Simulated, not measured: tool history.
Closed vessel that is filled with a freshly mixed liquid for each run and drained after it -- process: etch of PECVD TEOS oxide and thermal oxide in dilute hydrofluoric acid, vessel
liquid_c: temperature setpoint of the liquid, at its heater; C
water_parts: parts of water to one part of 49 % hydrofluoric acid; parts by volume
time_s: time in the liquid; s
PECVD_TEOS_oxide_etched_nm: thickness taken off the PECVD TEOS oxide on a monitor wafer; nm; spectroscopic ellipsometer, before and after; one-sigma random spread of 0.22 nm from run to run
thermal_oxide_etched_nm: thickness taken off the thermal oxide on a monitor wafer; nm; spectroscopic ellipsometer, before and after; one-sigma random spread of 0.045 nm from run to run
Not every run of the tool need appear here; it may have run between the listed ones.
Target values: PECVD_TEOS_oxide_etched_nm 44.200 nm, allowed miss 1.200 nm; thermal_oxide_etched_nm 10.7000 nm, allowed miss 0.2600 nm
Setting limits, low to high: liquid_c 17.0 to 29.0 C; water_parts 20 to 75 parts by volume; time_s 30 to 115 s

{"run": 1, "day": 0.0, "liquid_c": 21.0, "water_parts": 45, "time_s": 60, "PECVD_TEOS_oxide_etched_nm": 26.216, "thermal_oxide_etched_nm": 6.3004}
{"run": 2, "day": 0.229, "liquid_c": 23.5, "water_parts": 45, "time_s": 60, "PECVD_TEOS_oxide_etched_nm": 28.961, "thermal_oxide_etched_nm": 6.9147}
{"run": 3, "day": 0.588, "liquid_c": 23.5, "water_parts": 45, "time_s": 75, "PECVD_TEOS_oxide_etched_nm": 36.213, "thermal_oxide_etched_nm": 8.7062}
{"run": 4, "day": 0.662, "liquid_c": 20.5, "water_parts": 45, "time_s": 75, "PECVD_TEOS_oxide_etched_nm": 31.828, "thermal_oxide_etched_nm": 7.692}
{"run": 5, "day": 0.912, "liquid_c": 21.5, "water_parts": 45, "time_s": 75, "PECVD_TEOS_oxide_etched_nm": 33.016, "thermal_oxide_etched_nm": 7.9852}
{"run": 6, "day": 1.029, "liquid_c": 21.5, "water_parts": 45, "time_s": 55, "PECVD_TEOS_oxide_etched_nm": 24.378, "thermal_oxide_etched_nm": 5.8789}
{"run": 7, "day": 1.362, "liquid_c": 22.5, "water_parts": 45, "time_s": 55, "PECVD_TEOS_oxide_etched_nm": 25.496, "thermal_oxide_etched_nm": 6.1651}
{"run": 8, "day": 1.45, "liquid_c": 23.5, "water_parts": 45, "time_s": 55, "PECVD_TEOS_oxide_etched_nm": 26.621, "thermal_oxide_etched_nm": 6.3685}
{"run": 9, "day": 1.838, "liquid_c": 23.5, "water_parts": 45, "time_s": 55, "PECVD_TEOS_oxide_etched_nm": 26.64, "thermal_oxide_etched_nm": 6.3727}

Which of these 4 next moves meets every target?
{"run": "A", "day": 2.225, "liquid_c": 27.5, "water_parts": 20, "time_s": 35, "PECVD_TEOS_oxide_etched_nm": "?", "thermal_oxide_etched_nm": "?"}
{"run": "B", "day": 2.225, "liquid_c": 22.0, "water_parts": 35, "time_s": 80, "PECVD_TEOS_oxide_etched_nm": "?", "thermal_oxide_etched_nm": "?"}
{"run": "C", "day": 2.225, "liquid_c": 20.5, "water_parts": 35, "time_s": 80, "PECVD_TEOS_oxide_etched_nm": "?", "thermal_oxide_etched_nm": "?"}
{"run": "D", "day": 2.225, "liquid_c": 27.5, "water_parts": 30, "time_s": 55, "PECVD_TEOS_oxide_etched_nm": "?", "thermal_oxide_etched_nm": "?"}

move=A PECVD_TEOS_oxide_etched_nm=45.723 thermal_oxide_etched_nm=11.1840
move=B PECVD_TEOS_oxide_etched_nm=46.500 thermal_oxide_etched_nm=11.3740
move=C PECVD_TEOS_oxide_etched_nm=43.626 thermal_oxide_etched_nm=10.6710
move=D PECVD_TEOS_oxide_etched_nm=47.189 thermal_oxide_etched_nm=11.5420
A: takes the biggest miss from the last run beyond its target
B: takes the biggest miss from the last run beyond its target
C: every result within its allowed miss
D: takes the biggest miss from the last run beyond its target
Answer: C
